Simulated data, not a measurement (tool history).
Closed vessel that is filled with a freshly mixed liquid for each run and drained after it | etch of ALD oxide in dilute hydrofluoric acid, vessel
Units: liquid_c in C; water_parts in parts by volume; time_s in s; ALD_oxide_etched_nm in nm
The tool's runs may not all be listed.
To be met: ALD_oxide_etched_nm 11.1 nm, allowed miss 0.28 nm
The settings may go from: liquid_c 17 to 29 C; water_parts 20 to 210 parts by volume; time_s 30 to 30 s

run 1 hour=0 | liquid_c=21 water_parts=115 time_s=30 | ALD_oxide_etched_nm=5.8564
run 2 hour=1.6 | liquid_c=21 water_parts=115 time_s=30 | ALD_oxide_etched_nm=5.9497
run 3 hour=3.5 | liquid_c=17.5 water_parts=115 time_s=30 | ALD_oxide_etched_nm=5.1334
run 4 hour=10.3 | liquid_c=20 water_parts=105 time_s=30 | ALD_oxide_etched_nm=6.2049
run 5 hour=17.3 | liquid_c=22 water_parts=100 time_s=30 | ALD_oxide_etched_nm=7.2425
run 6 hour=24.1 | liquid_c=19.5 water_parts=100 time_s=30 | ALD_oxide_etched_nm=6.484
run 7 hour=27.7 | liquid_c=21.5 water_parts=95 time_s=30 | ALD_oxide_etched_nm=7.4141
run 8 hour=36.5 | liquid_c=21.5 water_parts=95 time_s=30 | ALD_oxide_etched_nm=7.4427
run 9 hour=45.3 | liquid_c=25.5 water_parts=80 time_s=30 | ALD_oxide_etched_nm=10.701

4 next moves are on the table. One of them brings every result within its allowed miss. Which?
run A hour=54.1 | liquid_c=23 water_parts=65 time_s=30 | ALD_oxide_etched_nm=?
run B hour=54.1 | liquid_c=25 water_parts=75 time_s=30 | ALD_oxide_etched_nm=?
run C hour=54.1 | liquid_c=23 water_parts=75 time_s=30 | ALD_oxide_etched_nm=?
run D hour=54.1 | liquid_c=25 water_parts=70 time_s=30 | ALD_oxide_etched_nm=?

move=A ALD_oxide_etched_nm=12.02
move=B ALD_oxide_etched_nm=11.152
move=C ALD_oxide_etched_nm=10.288
move=D ALD_oxide_etched_nm=12.028
A: takes the result that was furthest off past its target
B: meets every target
C: further off than the last run
D: takes the result that was furthest off past its target
The right move is B.

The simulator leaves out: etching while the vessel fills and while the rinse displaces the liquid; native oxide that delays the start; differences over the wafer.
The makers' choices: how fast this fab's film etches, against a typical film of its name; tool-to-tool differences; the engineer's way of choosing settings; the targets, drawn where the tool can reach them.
